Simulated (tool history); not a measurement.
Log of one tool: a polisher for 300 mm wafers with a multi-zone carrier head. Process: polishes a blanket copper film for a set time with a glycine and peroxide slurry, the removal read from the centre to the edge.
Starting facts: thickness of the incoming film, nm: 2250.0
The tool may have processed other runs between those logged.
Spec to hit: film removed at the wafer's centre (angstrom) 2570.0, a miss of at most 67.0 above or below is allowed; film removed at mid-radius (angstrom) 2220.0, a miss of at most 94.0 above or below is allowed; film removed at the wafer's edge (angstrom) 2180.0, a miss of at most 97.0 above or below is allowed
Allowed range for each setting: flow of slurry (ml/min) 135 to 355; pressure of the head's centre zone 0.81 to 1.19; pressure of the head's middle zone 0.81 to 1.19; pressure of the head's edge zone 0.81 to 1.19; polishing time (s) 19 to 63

| run | hour | flow of slurry (ml/min) | pressure of the head's centre zone | pressure of the head's middle zone | pressure of the head's edge zone | polishing time (s) | film removed at the wafer's centre (angstrom) | film removed at mid-radius (angstrom) | film removed at the wafer's edge (angstrom) |
|---|---|---|---|---|---|---|---|---|---|
| 1 | 0.0 | 225 | 1.00 | 1.00 | 1.00 | 41 | 1719.9 | 1768.2 | 1674.9 |
| 2 | 2.7 | 235 | 1.03 | 1.01 | 1.02 | 42 | 1844.4 | 1807.3 | 1776.6 |
| 3 | 11.6 | 245 | 1.06 | 1.03 | 1.02 | 43 | 1962.7 | 1849.7 | 1834.5 |
| 4 | 17.1 | 245 | 1.06 | 1.03 | 1.02 | 39 | 1787.8 | 1738.9 | 1620.9 |
| 5 | 22.3 | 245 | 1.12 | 1.03 | 1.02 | 39 | 1852.2 | 1710.9 | 1656.2 |
| 6 | 24.0 | 275 | 1.12 | 1.03 | 1.02 | 39 | 1916.2 | 1713.3 | 1618.7 |
| 7 | 27.3 | 275 | 1.12 | 1.03 | 1.02 | 39 | 1915.7 | 1744.0 | 1651.5 |
| 8 | 28.7 | 280 | 1.13 | 1.04 | 1.03 | 40 | 1970.6 | 1824.4 | 1700.5 |
| 9 | 32.0 | 285 | 1.14 | 1.04 | 1.04 | 41 | 2029.9 | 1838.5 | 1819.6 |
| 10 | 37.4 | 290 | 1.15 | 1.04 | 1.03 | 42 | 2109.1 | 1914.4 | 1760.1 |
| 11 | 44.6 | 295 | 1.16 | 1.03 | 1.04 | 43 | 2180.8 | 1944.0 | 1873.0 |
| 12 | 46.6 | 295 | 1.16 | 1.03 | 1.04 | 43 | 2185.3 | 1911.0 | 1884.7 |
| 13 | 54.9 | 300 | 1.17 | 1.03 | 1.04 | 44 | 2251.9 | 1991.9 | 1941.9 |
| 14 | 57.0 | 305 | 1.17 | 1.03 | 1.04 | 45 | 2336.2 | 2007.4 | 1968.3 |

Exactly one of the 5 candidate moves below puts every result within its allowed miss. Which one?
| A | 59.1 | 355 | 1.19 | 1.08 | 0.82 | 45 | ? | ? | ? |
| B | 59.1 | 305 | 1.08 | 0.97 | 1.06 | 47 | ? | ? | ? |
| C | 59.1 | 355 | 1.11 | 0.96 | 0.95 | 52 | ? | ? | ? |
| D | 59.1 | 320 | 0.99 | 0.99 | 1.07 | 51 | ? | ? | ? |
| E | 59.1 | 160 | 1.13 | 0.94 | 1.13 | 56 | ? | ? | ? |

| move | film removed at the wafer's centre (angstrom) | film removed at mid-radius (angstrom) | film removed at the wafer's edge (angstrom) |
|---|---|---|---|
| A | 2381.0 | 2162.6 | 1768.8 |
| B | 2219.3 | 2034.1 | 2063.5 |
| C | 2563.0 | 2262.4 | 2188.9 |
| D | 2217.8 | 2257.0 | 2257.2 |
| E | 2486.0 | 2143.4 | 2365.1 |
A: further off than the last run
B: further off than the last run
C: all results in spec
D: further off than the last run
E: gains on the last run, yet a result remains outside its allowed miss
The move that meets every target is C.
